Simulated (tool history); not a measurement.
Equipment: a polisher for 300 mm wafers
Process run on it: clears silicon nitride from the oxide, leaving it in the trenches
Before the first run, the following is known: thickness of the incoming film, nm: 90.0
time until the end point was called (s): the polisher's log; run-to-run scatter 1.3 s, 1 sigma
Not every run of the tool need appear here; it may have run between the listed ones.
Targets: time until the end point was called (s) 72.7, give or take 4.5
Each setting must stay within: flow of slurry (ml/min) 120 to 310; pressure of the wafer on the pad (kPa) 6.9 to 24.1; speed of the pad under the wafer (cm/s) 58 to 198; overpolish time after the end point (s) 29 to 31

run    day  flow of slurry (ml/min)  pressure of the wafer on the pad (kPa)  speed of the pad under the wafer (cm/s)  overpolish time after the end point (s)  time until the end point was called (s)
  1      0                      200                                    15.2                                      128                                       29                                   107.19
  2  0.371                      200                                    17.2                                      128                                       29                                   91.019
  3  0.442                      200                                    17.9                                      128                                       29                                   89.203
  4  0.575                      200                                    14.5                                      128                                       29                                    109.3
  5  0.829                      200                                    16.5                                      130                                       29                                   97.515
  6  1.204                      200                                    13.1                                      130                                       29                                      118
  7  1.575                      200                                    15.2                                      132                                       29                                    105.6
  8  1.604                      200                                    16.5                                      134                                       29                                   93.928
  9  1.979                      200                                    17.9                                      136                                       29                                   86.305
 10  2.025                      200                                    18.6                                      138                                       29                                   80.251
 11  2.167                      200                                    19.3                                      138                                       29                                   78.052

Below are 5 possible settings for the next run. Only one of them brings all results inside the allowed miss of their targets. Which is it?
  A  2.308                      225                                      20                                      116                                       29                                        ?
  B  2.308                      215                                    18.6                                      126                                       30                                        ?
  C  2.308                      225                                    20.7                                      138                                       31                                        ?
  D  2.308                      205                                    18.6                                      138                                       29                                        ?
  E  2.308                      200                                    19.3                                      132                                       29                                        ?

move  time until the end point was called (s)
   A                                   85.063
   B                                   86.734
   C                                   73.012
   D                                   81.926
   E                                   81.862
A: further off than the last run
B: further off than the last run
C: all results land within tolerance of their targets
D: further off than the last run
E: further off than the last run
Go with C: it meets all targets.

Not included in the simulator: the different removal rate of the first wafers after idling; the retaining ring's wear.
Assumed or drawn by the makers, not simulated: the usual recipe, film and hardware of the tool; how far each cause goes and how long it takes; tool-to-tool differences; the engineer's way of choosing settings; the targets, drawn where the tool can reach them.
